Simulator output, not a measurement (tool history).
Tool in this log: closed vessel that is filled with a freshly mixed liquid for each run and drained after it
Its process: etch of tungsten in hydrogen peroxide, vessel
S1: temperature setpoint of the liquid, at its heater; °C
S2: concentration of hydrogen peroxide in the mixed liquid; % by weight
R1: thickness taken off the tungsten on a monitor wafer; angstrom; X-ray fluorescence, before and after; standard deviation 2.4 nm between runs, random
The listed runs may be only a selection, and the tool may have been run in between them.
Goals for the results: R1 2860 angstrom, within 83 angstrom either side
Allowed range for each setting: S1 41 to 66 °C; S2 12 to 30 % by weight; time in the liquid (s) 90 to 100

Run 1, hour 0: S1 57 °C, S2 20.5 % by weight, time in the liquid (s) 90. Result: R1 1605.5 angstrom.
Run 2, hour 4.5: S1 58 °C, S2 21 % by weight, time in the liquid (s) 90. Result: R1 1724.1 angstrom.
Run 3, hour 12.3: S1 58 °C, S2 21 % by weight, time in the liquid (s) 90. Result: R1 1742.4 angstrom.
Run 4, hour 13.9: S1 58 °C, S2 21 % by weight, time in the liquid (s) 90. Result: R1 1733.9 angstrom.
Run 5, hour 21.8: S1 58 °C, S2 25 % by weight, time in the liquid (s) 90. Result: R1 1910.9 angstrom.
Run 6, hour 23.9: S1 59 °C, S2 25 % by weight, time in the liquid (s) 90. Result: R1 1984 angstrom.
Run 7, hour 24.4: S1 60 °C, S2 25 % by weight, time in the liquid (s) 90. Result: R1 2105.1 angstrom.
Run 8, hour 31.7: S1 61 °C, S2 25 % by weight, time in the liquid (s) 90. Result: R1 2271.9 angstrom.
Run 9, hour 35.1: S1 61.5 °C, S2 25 % by weight, time in the liquid (s) 90. Result: R1 2305.8 angstrom.
Run 10, hour 41.6: S1 62 °C, S2 25 % by weight, time in the liquid (s) 90. Result: R1 2399.8 angstrom.
Run 11, hour 46.6: S1 62.5 °C, S2 25 % by weight, time in the liquid (s) 90. Result: R1 2428.6 angstrom.
Run 12, hour 49.5: S1 63 °C, S2 25 % by weight, time in the liquid (s) 90. Result: R1 2501.8 angstrom.
Run 13, hour 53: S1 63.5 °C, S2 25 % by weight, time in the liquid (s) 90. Result: R1 2578.3 angstrom.
Run 14, hour 60.8: S1 64 °C, S2 25 % by weight, time in the liquid (s) 90. Result: R1 2655.9 angstrom.

Consider the 4 candidate settings below. Which is the only one whose results all fall within their allowed miss of target?
Run A, hour 68.6: S1 62.5 °C, S2 28 % by weight, time in the liquid (s) 90. Result: R1 ?.
Run B, hour 68.6: S1 61 °C, S2 23.5 % by weight, time in the liquid (s) 100. Result: R1 ?.
Run C, hour 68.6: S1 64 °C, S2 28.5 % by weight, time in the liquid (s) 95. Result: R1 ?.
Run D, hour 68.6: S1 64 °C, S2 25.5 % by weight, time in the liquid (s) 95. Result: R1 ?.

move      R1
   A  2602.7
   B  2432.6
   C  3016.5
   D  2853.3
A: moves away from the targets compared with the last run
B: moves away from the targets compared with the last run
C: moves the result that the last run missed by most past its target, out the other side
D: meets every target
So the answer is move D, the one that meets all the targets.

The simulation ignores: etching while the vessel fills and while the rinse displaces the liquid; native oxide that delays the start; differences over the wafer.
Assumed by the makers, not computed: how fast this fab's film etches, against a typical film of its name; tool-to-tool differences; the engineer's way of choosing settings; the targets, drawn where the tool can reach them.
